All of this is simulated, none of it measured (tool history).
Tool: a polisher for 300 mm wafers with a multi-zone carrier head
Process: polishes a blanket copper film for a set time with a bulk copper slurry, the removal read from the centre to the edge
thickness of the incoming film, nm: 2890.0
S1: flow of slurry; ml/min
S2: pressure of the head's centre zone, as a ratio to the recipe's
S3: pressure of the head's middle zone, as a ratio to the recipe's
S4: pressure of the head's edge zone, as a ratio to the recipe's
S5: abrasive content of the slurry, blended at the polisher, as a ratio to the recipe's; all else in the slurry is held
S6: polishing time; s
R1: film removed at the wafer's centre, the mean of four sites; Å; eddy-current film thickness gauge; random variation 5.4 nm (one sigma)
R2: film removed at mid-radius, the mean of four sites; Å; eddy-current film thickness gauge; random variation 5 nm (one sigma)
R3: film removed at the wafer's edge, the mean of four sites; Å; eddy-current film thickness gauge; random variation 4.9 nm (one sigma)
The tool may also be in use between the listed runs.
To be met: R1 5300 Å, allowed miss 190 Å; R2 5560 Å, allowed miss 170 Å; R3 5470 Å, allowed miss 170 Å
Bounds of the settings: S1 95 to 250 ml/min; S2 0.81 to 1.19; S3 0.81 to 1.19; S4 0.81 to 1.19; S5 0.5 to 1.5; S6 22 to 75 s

run,hour,S1,S2,S3,S4,S5,S6,R1,R2,R3
1,0,160,1,1,1,1,48,6761.5,6900.2,6821.1
2,6.5,160,1,1.04,1,1,48,6690.7,6990.6,6724.7
3,13.9,160,1,1.04,1,1.2,48,7107,7341.5,7145.2
4,19.4,160,1,1.12,1,1.2,48,7016,7743.2,7181
5,22.1,160,1,1.12,0.93,1.2,48,7100.7,7815.2,6977
6,27,150,0.98,1.06,0.92,1,47,6343.5,6854.2,6322.5
7,31.1,140,0.96,1.02,0.9,0.9,47,5977.9,6395,6025.6
8,35,130,0.95,0.99,0.88,0.85,47,5739.6,5992.8,5678.3
9,42.5,100,0.91,0.95,0.9,0.85,47,4997.7,5525.3,5569.4

Which of these 4 next moves meets every target?
A,50,110,0.95,0.96,0.88,0.7,49,?,?,?
B,50,110,0.91,0.89,0.91,0.7,48,?,?,?
C,50,120,0.96,0.99,0.81,0.85,44,?,?,?
D,50,95,0.85,1.04,0.93,0.95,44,?,?,?

move,R1,R2,R3
A,5354.8,5675.6,5520.3
B,5020.9,5292.2,5495.3
C,5287.7,5640.7,5142.2
D,4474,5636.1,5397.3
A: meets every target
B: as far off as the last run
C: brings the result that was furthest off to its target, and leaves another outside
D: further off than the last run
Answer: A
